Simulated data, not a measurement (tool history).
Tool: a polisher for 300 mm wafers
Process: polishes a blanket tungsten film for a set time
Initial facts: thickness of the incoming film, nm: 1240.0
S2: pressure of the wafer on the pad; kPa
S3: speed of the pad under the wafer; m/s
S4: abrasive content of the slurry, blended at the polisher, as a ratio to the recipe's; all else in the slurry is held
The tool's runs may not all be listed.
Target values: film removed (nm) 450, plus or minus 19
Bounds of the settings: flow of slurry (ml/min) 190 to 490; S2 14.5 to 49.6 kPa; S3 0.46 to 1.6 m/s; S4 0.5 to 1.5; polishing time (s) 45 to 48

run 1 hour=0 | flow_of_slurry_(ml/min)=315 S2=31.7 S3=1.02 S4=1 polishing_time_(s)=45 | film_removed_(nm)=292.89
run 2 hour=7.7 | flow_of_slurry_(ml/min)=390 S2=31.7 S3=1.02 S4=1 polishing_time_(s)=45 | film_removed_(nm)=291.7
run 3 hour=10.6 | flow_of_slurry_(ml/min)=390 S2=31.7 S3=0.84 S4=1 polishing_time_(s)=45 | film_removed_(nm)=246.31
run 4 hour=17.6 | flow_of_slurry_(ml/min)=445 S2=31.7 S3=0.84 S4=1 polishing_time_(s)=45 | film_removed_(nm)=240.28
run 5 hour=22.4 | flow_of_slurry_(ml/min)=445 S2=33.8 S3=0.86 S4=1 polishing_time_(s)=45 | film_removed_(nm)=268.58
run 6 hour=27.5 | flow_of_slurry_(ml/min)=445 S2=41.4 S3=0.86 S4=1 polishing_time_(s)=45 | film_removed_(nm)=325.38
run 7 hour=28.6 | flow_of_slurry_(ml/min)=445 S2=42.1 S3=0.88 S4=1 polishing_time_(s)=45 | film_removed_(nm)=335.33
run 8 hour=34 | flow_of_slurry_(ml/min)=445 S2=42.7 S3=0.9 S4=1 polishing_time_(s)=45 | film_removed_(nm)=352.46
run 9 hour=42.2 | flow_of_slurry_(ml/min)=445 S2=43.4 S3=0.9 S4=1 polishing_time_(s)=45 | film_removed_(nm)=356.16
run 10 hour=45.6 | flow_of_slurry_(ml/min)=445 S2=44.1 S3=0.92 S4=1 polishing_time_(s)=45 | film_removed_(nm)=373.1

Next run, 4 choices. One meets every target within its allowed miss, the rest don't. Which?
run A hour=49 | flow_of_slurry_(ml/min)=365 S2=42.7 S3=0.84 S4=0.6 polishing_time_(s)=45 | film_removed_(nm)=?
run B hour=49 | flow_of_slurry_(ml/min)=375 S2=48.3 S3=0.9 S4=0.8 polishing_time_(s)=47 | film_removed_(nm)=?
run C hour=49 | flow_of_slurry_(ml/min)=460 S2=45.5 S3=1.02 S4=0.9 polishing_time_(s)=48 | film_removed_(nm)=?
run D hour=49 | flow_of_slurry_(ml/min)=355 S2=49 S3=0.9 S4=0.85 polishing_time_(s)=46 | film_removed_(nm)=?

move=A film_removed_(nm)=294.92
move=B film_removed_(nm)=389.18
move=C film_removed_(nm)=437.97
move=D film_removed_(nm)=388.75
A: further off than the last run
B: an improvement on the last run, though not all results are within tolerance
C: all results land within tolerance of their targets
D: an improvement on the last run, though not all results are within tolerance
The right move is C.

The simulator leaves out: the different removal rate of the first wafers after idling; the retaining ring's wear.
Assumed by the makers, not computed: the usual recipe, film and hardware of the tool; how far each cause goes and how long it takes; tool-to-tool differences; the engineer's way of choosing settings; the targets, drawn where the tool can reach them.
